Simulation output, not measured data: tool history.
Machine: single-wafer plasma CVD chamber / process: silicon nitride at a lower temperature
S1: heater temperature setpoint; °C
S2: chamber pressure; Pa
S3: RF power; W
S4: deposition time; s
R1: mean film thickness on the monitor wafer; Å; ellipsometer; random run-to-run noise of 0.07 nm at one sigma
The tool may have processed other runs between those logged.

run 1 hour=0.0 | S1=350 S2=248 S3=290 S4=15.9 | R1=176.93
run 2 hour=8.8 | S1=350 S2=239 S3=285 S4=15.9 | R1=171.22
run 3 hour=12.6 | S1=350 S2=232 S3=285 S4=15.9 | R1=168.59
run 4 hour=15.3 | S1=345 S2=232 S3=285 S4=15.9 | R1=168.00
run 5 hour=16.3 | S1=345 S2=263 S3=285 S4=15.9 | R1=176.24
run 6 hour=23.9 | S1=345 S2=253 S3=285 S4=15.9 | R1=173.43
run 7 hour=27.6 | S1=345 S2=245 S3=285 S4=15.9 | R1=171.51
run 8 hour=28.2 | S1=345 S2=239 S3=285 S4=15.9 | R1=169.61

Run 9 has not been measured yet. What should we expect?
run 9 hour=31.2 | S1=345 S2=233 S3=285 S4=15.9 | R1=?

{"run 9": {"R1": 169.32}}
